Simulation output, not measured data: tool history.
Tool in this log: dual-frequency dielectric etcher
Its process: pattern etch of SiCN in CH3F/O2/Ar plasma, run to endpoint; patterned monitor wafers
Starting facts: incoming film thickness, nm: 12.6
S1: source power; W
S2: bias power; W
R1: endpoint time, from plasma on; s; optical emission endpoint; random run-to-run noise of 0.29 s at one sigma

Run 1, hour 0.0: S1 360 W, S2 75 W. Result: R1 40.273 s.
Run 2, hour 6.2: S1 360 W, S2 88 W. Result: R1 36.708 s.
Run 3, hour 14.2: S1 360 W, S2 76 W. Result: R1 40.253 s.
Run 4, hour 14.8: S1 380 W, S2 79 W. Result: R1 38.500 s.
Run 5, hour 21.3: S1 400 W, S2 79 W. Result: R1 37.784 s.
Run 6, hour 23.4: S1 410 W, S2 82 W. Result: R1 36.093 s.
Run 7, hour 29.3: S1 420 W, S2 83 W. Result: R1 35.721 s.
Run 8, hour 29.9: S1 430 W, S2 84 W. Result: R1 34.503 s.

For run 9, what comes out?
Run 9, hour 37.6: S1 430 W, S2 84 W. Result: R1 ?.

{"run 9": {"R1": 35.605}}
